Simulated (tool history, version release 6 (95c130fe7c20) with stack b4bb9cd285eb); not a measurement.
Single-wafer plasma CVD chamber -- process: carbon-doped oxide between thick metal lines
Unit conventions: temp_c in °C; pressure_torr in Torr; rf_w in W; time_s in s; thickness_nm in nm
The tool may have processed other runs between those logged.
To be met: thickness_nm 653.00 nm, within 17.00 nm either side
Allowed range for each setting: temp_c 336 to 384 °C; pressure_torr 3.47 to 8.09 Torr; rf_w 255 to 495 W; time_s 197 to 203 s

run 1 hour=0.0 | temp_c=360 pressure_torr=5.78 rf_w=375 time_s=197 | thickness_nm=844.96
run 2 hour=8.4 | temp_c=362 pressure_torr=5.56 rf_w=345 time_s=197 | thickness_nm=780.29
run 3 hour=13.9 | temp_c=363 pressure_torr=5.31 rf_w=330 time_s=197 | thickness_nm=744.79
run 4 hour=14.8 | temp_c=354 pressure_torr=5.31 rf_w=330 time_s=197 | thickness_nm=757.56
run 5 hour=16.8 | temp_c=354 pressure_torr=5.05 rf_w=315 time_s=197 | thickness_nm=730.26
run 6 hour=18.2 | temp_c=359 pressure_torr=5.05 rf_w=315 time_s=197 | thickness_nm=720.57
run 7 hour=24.2 | temp_c=360 pressure_torr=4.81 rf_w=305 time_s=197 | thickness_nm=699.53
run 8 hour=31.5 | temp_c=360 pressure_torr=4.64 rf_w=300 time_s=197 | thickness_nm=684.38
run 9 hour=39.2 | temp_c=360 pressure_torr=4.48 rf_w=295 time_s=197 | thickness_nm=675.11
run 10 hour=46.1 | temp_c=360 pressure_torr=4.38 rf_w=295 time_s=197 | thickness_nm=675.02

Which one of the following 5 next-run settings gets every result inside its allowed miss? There is exactly one.
run A hour=53.0 | temp_c=362 pressure_torr=5.48 rf_w=305 time_s=197 | thickness_nm=?
run B hour=53.0 | temp_c=370 pressure_torr=3.47 rf_w=275 time_s=197 | thickness_nm=?
run C hour=53.0 | temp_c=356 pressure_torr=3.47 rf_w=275 time_s=197 | thickness_nm=?
run D hour=53.0 | temp_c=367 pressure_torr=3.47 rf_w=285 time_s=197 | thickness_nm=?
run E hour=53.0 | temp_c=359 pressure_torr=4.62 rf_w=285 time_s=197 | thickness_nm=?

move=A thickness_nm=702.82
move=B thickness_nm=602.10
move=C thickness_nm=624.04
move=D thickness_nm=624.70
move=E thickness_nm=656.92
A: lands further from the targets than the last run did
B: moves the result that the last run missed by most past its target, out the other side
C: moves the result that the last run missed by most past its target, out the other side
D: moves the result that the last run missed by most past its target, out the other side
E: in spec on every target
Go with E: it meets all targets.
